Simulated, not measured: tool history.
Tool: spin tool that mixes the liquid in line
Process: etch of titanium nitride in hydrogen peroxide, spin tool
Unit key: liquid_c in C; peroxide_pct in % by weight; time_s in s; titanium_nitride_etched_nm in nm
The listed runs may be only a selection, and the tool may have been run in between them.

run  hour  liquid_c  peroxide_pct  time_s  titanium_nitride_etched_nm
  1   0.0      47.0          23.0     235                      7.2025
  2   4.8      47.0          20.5     235                      7.0047
  3  12.6      44.0          20.5     235                      5.5940
  4  17.9      42.5          20.5     235                      5.0144
  5  20.4      41.5          20.5     235                      4.6351
  6  25.0      41.5          24.5     235                      4.8616
  7  25.8      40.5          24.5     235                      4.4697
  8  28.4      39.5          24.5     235                      4.1452
  9  34.5      39.0          24.5     235                      3.9917

Run 10, settings as shown, results not yet in. Your forecast:
 10  38.3      38.5          24.5     235                           ?

Logged for run 10: titanium_nitride_etched_nm 3.8115 nm.
